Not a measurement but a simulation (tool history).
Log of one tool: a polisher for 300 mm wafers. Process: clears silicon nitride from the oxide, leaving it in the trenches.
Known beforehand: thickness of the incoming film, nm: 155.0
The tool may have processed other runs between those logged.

run,hour,flow of slurry (ml/min),pressure of the wafer on the pad (psi),speed of the pad under the wafer (cm/s),overpolish time after the end point (s),time until the end point was called (s)
1,0,255,3.3,120,42,117.95
2,0.8,255,2.4,120,42,162.48
3,7.9,255,2.7,120,42,143.24
4,9.7,255,3,120,42,128.67
5,11,255,3,120,45,129.11
# hour 11.8: worn pad replaced by a new one
6,11.8,255,3.2,120,45,110.61
7,13.8,255,3.4,120,45,106.55
8,19.9,255,3.4,120,45,106.53

Run 9 comes next. What will it give?
9,27.4,255,3.6,120,45,?

Run 9 gave time until the end point was called (s) 100.53.
